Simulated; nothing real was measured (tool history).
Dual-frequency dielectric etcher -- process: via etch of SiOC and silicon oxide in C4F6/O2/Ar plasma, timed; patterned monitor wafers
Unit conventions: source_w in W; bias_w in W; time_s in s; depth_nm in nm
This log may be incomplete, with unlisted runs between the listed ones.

| run | hour | source_w | bias_w | time_s | depth_nm |
|---|---|---|---|---|---|
| 1 | 0.0 | 460 | 164 | 81.5 | 99.066 |
| 2 | 3.9 | 460 | 153 | 81.5 | 95.547 |
| 3 | 10.3 | 440 | 146 | 81.5 | 91.900 |
| 4 | 18.7 | 390 | 146 | 81.5 | 87.549 |
| 5 | 19.8 | 380 | 140 | 81.5 | 84.989 |
| 6 | 22.8 | 370 | 135 | 81.5 | 82.997 |
| 7 | 26.9 | 360 | 131 | 81.5 | 80.353 |
| 8 | 33.2 | 350 | 128 | 81.5 | 78.310 |
| 9 | 39.0 | 340 | 126 | 81.5 | 76.159 |
| 10 | 41.9 | 330 | 125 | 81.5 | 75.133 |
| 11 | 43.5 | 320 | 124 | 81.5 | 74.106 |
| 12 | 51.2 | 310 | 123 | 81.5 | 72.908 |

What will run 13 give?
| 13 | 55.6 | 310 | 122 | 81.5 | ? |

depth_nm: 72.297 nm
